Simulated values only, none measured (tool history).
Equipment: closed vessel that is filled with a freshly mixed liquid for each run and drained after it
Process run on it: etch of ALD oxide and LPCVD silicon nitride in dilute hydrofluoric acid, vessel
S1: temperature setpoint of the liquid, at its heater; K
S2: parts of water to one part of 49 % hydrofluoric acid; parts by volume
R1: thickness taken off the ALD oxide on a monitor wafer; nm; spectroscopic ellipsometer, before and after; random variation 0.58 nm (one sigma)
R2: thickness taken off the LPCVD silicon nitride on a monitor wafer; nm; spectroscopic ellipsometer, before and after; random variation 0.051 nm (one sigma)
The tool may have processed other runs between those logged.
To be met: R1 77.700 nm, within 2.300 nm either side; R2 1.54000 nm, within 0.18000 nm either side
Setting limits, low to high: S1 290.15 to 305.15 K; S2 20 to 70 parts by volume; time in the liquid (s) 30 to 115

Run 1, hour 0.0: S1 297.15 K, S2 40 parts by volume, time in the liquid (s) 60. Result: R1 33.207 nm, R2 0.75897 nm.
Run 2, hour 2.3: S1 299.65 K, S2 40 parts by volume, time in the liquid (s) 60. Result: R1 36.711 nm, R2 0.86852 nm.
Run 3, hour 3.7: S1 299.65 K, S2 35 parts by volume, time in the liquid (s) 60. Result: R1 42.386 nm, R2 1.00600 nm.
Run 4, hour 5.4: S1 299.65 K, S2 25 parts by volume, time in the liquid (s) 65. Result: R1 63.915 nm, R2 1.42390 nm.
Run 5, hour 13.0: S1 299.65 K, S2 25 parts by volume, time in the liquid (s) 50. Result: R1 49.745 nm, R2 1.22440 nm.
Run 6, hour 18.5: S1 299.65 K, S2 25 parts by volume, time in the liquid (s) 35. Result: R1 34.563 nm, R2 0.84334 nm.
Run 7, hour 24.2: S1 299.65 K, S2 25 parts by volume, time in the liquid (s) 40. Result: R1 39.882 nm, R2 0.94231 nm.
Run 8, hour 25.3: S1 298.65 K, S2 20 parts by volume, time in the liquid (s) 70. Result: R1 83.448 nm, R2 1.80850 nm.
Run 9, hour 26.6: S1 298.15 K, S2 20 parts by volume, time in the liquid (s) 70. Result: R1 82.418 nm, R2 1.83820 nm.
Run 10, hour 32.6: S1 297.65 K, S2 20 parts by volume, time in the liquid (s) 70. Result: R1 80.794 nm, R2 1.60570 nm.

Which single option among these 5 for the next run brings every result within its allowed miss of target? Just one does.
Run A, hour 38.6: S1 296.15 K, S2 25 parts by volume, time in the liquid (s) 85. Result: R1 ?, R2 ?.
Run B, hour 38.6: S1 292.15 K, S2 25 parts by volume, time in the liquid (s) 115. Result: R1 ?, R2 ?.
Run C, hour 38.6: S1 295.15 K, S2 20 parts by volume, time in the liquid (s) 75. Result: R1 ?, R2 ?.
Run D, hour 38.6: S1 298.65 K, S2 25 parts by volume, time in the liquid (s) 75. Result: R1 ?, R2 ?.
Run E, hour 38.6: S1 297.15 K, S2 20 parts by volume, time in the liquid (s) 65. Result: R1 ?, R2 ?.

move      R1       R2
   A  72.706  1.49290
   B  82.837  1.52790
   C  77.349  1.52120
   D  71.247  1.56220
   E  72.988  1.51350
A: carries the result that was furthest off beyond its target, to the other side
B: moves away from the targets compared with the last run
C: each result inside its tolerance
D: carries the result that was furthest off beyond its target, to the other side
E: carries the result that was furthest off beyond its target, to the other side
The right move is C.
